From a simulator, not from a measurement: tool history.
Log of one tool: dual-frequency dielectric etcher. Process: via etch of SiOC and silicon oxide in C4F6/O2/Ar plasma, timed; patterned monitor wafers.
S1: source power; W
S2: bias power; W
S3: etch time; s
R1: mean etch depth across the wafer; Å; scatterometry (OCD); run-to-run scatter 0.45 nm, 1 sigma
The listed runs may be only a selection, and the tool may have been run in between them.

run	day	S1	S2	S3	R1
1	0.000	400	196	48.5	609.61
2	0.183	430	200	48.5	629.96
3	0.338	450	203	48.5	649.59
4	0.512	450	203	45.0	601.26
5	0.838	470	212	45.5	621.21
6	1.200	470	180	45.5	585.28
7	1.312	480	193	46.0	622.05
8	1.638	490	199	46.0	633.71

Expected results for the next run?
9	1.679	490	199	46.0	?

Logged for run 9: R1 624.98 Å.
